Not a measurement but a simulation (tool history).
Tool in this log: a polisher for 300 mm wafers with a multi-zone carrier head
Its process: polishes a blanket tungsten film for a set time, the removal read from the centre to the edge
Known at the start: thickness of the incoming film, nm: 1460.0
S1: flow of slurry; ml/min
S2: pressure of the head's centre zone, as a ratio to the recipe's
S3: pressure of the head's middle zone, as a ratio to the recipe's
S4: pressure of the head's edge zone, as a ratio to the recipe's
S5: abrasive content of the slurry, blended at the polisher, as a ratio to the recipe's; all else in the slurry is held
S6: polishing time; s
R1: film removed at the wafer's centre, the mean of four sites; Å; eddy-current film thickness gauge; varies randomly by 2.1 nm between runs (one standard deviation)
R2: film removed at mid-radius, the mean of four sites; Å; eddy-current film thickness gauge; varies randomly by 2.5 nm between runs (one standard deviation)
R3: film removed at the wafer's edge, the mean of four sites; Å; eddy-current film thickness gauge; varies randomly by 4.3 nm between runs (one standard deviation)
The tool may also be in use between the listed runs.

run 1 hour=0.0 | S1=185 S2=1.00 S3=1.00 S4=1.00 S5=1.00 S6=74 | R1=5155.4 R2=5145.3 R3=5109.7
run 2 hour=5.6 | S1=185 S2=1.00 S3=1.00 S4=1.09 S5=1.00 S6=74 | R1=5185.2 R2=5080.3 R3=5278.9
run 3 hour=13.8 | S1=185 S2=1.00 S3=1.08 S4=1.09 S5=1.00 S6=74 | R1=5213.9 R2=5398.4 R3=5462.1
run 4 hour=18.1 | S1=155 S2=1.00 S3=1.08 S4=1.09 S5=1.00 S6=74 | R1=4997.4 R2=5241.9 R3=5253.6
run 5 hour=23.8 | S1=155 S2=0.94 S3=1.08 S4=1.09 S5=1.00 S6=74 | R1=4614.2 R2=5247.7 R3=5189.4
run 6 hour=29.0 | S1=150 S2=0.93 S3=1.04 S4=1.09 S5=0.90 S6=71 | R1=4223.1 R2=4718.3 R3=4768.5
run 7 hour=34.3 | S1=120 S2=0.87 S3=0.94 S4=1.02 S5=0.65 S6=53 | R1=2467.4 R2=2697.5 R3=3010.1

Estimate the outcome of run 8 from the log above:
run 8 hour=40.7 | S1=130 S2=0.88 S3=0.94 S4=1.02 S5=0.65 S6=53 | R1=? R2=? R3=?

Run 8 yielded R1 2548.5 Å, R2 2765.7 Å, R3 2957.8 Å.
